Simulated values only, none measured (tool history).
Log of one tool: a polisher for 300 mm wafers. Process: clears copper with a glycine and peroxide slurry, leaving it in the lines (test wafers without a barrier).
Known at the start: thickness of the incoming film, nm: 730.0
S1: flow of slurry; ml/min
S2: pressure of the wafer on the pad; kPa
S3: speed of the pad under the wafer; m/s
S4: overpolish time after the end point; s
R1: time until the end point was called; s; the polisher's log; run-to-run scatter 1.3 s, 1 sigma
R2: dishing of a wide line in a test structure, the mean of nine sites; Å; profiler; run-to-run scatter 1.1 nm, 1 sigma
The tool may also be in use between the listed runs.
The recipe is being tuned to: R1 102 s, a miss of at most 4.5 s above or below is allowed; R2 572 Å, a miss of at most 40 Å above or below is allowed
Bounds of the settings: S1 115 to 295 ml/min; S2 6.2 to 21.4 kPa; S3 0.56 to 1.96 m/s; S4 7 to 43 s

run,day,S1,S2,S3,S4,R1,R2
1,0,190,13.8,1.26,22,153.53,478.97
2,0.175,190,15.2,1.28,22,139.09,499.54
3,0.204,190,15.2,1.1,22,163.56,493.39
4,0.312,190,11.7,1.1,22,187.03,442.09
5,0.446,190,13.8,1.16,21,166.42,450.95
6,0.717,190,16.5,1.16,21,147.82,495.75
7,0.792,190,17.9,1.22,21,132.4,511.51
8,0.883,190,18.6,1.26,21,121.63,531.14
9,0.958,190,19.3,1.28,21,121.84,562.78
10,1.029,190,20,1.32,20,116.94,535.64

Which one of the following 4 next-run settings gets every result inside its allowed miss? There is exactly one.
A,1.1,240,21.4,1.38,23,?,?
B,1.1,155,17.9,1.04,17,?,?
C,1.1,190,19.3,1.2,35,?,?
D,1.1,195,17.9,1.18,21,?,?

move,R1,R2
A,101.68,588.23
B,154.14,435.96
C,126.68,617.63
D,134.92,513.78
A: each result inside its tolerance
B: the biggest miss grows against the last run
C: the biggest miss grows against the last run
D: the biggest miss grows against the last run
Go with A: it meets all targets.
